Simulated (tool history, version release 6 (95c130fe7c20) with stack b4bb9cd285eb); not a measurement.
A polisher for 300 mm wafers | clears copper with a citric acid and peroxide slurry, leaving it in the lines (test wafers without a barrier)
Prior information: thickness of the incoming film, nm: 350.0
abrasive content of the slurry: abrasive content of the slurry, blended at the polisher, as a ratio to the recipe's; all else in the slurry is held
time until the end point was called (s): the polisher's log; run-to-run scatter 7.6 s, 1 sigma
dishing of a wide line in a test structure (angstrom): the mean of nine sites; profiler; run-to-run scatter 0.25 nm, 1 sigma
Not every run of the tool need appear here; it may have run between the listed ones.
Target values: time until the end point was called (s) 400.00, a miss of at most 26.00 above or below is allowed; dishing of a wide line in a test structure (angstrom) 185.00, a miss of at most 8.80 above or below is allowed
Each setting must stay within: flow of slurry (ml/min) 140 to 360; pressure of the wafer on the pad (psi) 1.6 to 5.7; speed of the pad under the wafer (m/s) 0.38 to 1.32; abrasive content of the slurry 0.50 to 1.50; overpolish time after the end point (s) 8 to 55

| run | hour | flow of slurry (ml/min) | pressure of the wafer on the pad (psi) | speed of the pad under the wafer (m/s) | abrasive content of the slurry | overpolish time after the end point (s) | time until the end point was called (s) | dishing of a wide line in a test structure (angstrom) |
|---|---|---|---|---|---|---|---|---|
| 1 | 0.0 | 230 | 3.6 | 0.84 | 1.00 | 28 | 164.34 | 310.42 |
| 2 | 2.6 | 230 | 3.0 | 0.76 | 1.00 | 29 | 207.35 | 272.79 |
| 3 | 8.0 | 285 | 3.0 | 0.76 | 1.00 | 29 | 205.95 | 268.23 |
| 4 | 16.6 | 285 | 3.0 | 0.76 | 1.00 | 20 | 205.79 | 207.77 |
| 5 | 25.5 | 265 | 3.0 | 0.76 | 1.00 | 20 | 205.17 | 198.24 |
|  | 30.0 | slurry nozzle cleaned |
| 6 | 30.0 | 265 | 3.0 | 0.92 | 1.00 | 20 | 173.48 | 235.99 |
| 7 | 33.1 | 260 | 2.6 | 0.80 | 0.95 | 24 | 216.28 | 220.63 |
| 8 | 41.6 | 260 | 2.3 | 0.70 | 0.95 | 27 | 265.61 | 205.30 |

Which of these 5 next moves meets every target?
| A | 50.1 | 295 | 3.1 | 1.02 | 1.00 | 16 | ? | ? |
| B | 50.1 | 155 | 1.7 | 0.60 | 1.35 | 35 | ? | ? |
| C | 50.1 | 285 | 2.4 | 0.98 | 0.75 | 19 | ? | ? |
| D | 50.1 | 255 | 1.6 | 0.68 | 0.90 | 30 | ? | ? |
| E | 50.1 | 295 | 2.1 | 0.62 | 0.75 | 29 | ? | ? |

| move | time until the end point was called (s) | dishing of a wide line in a test structure (angstrom) |
|---|---|---|
| A | 154.20 | 214.09 |
| B | 396.67 | 186.51 |
| C | 214.54 | 188.20 |
| D | 395.45 | 164.92 |
| E | 331.33 | 186.29 |
A: further off than the last run
B: meets every target
C: further off than the last run
D: gets the furthest-off result to its target, but another result is out of tolerance
E: better than the last run, though not everything is in spec
The right move is B.
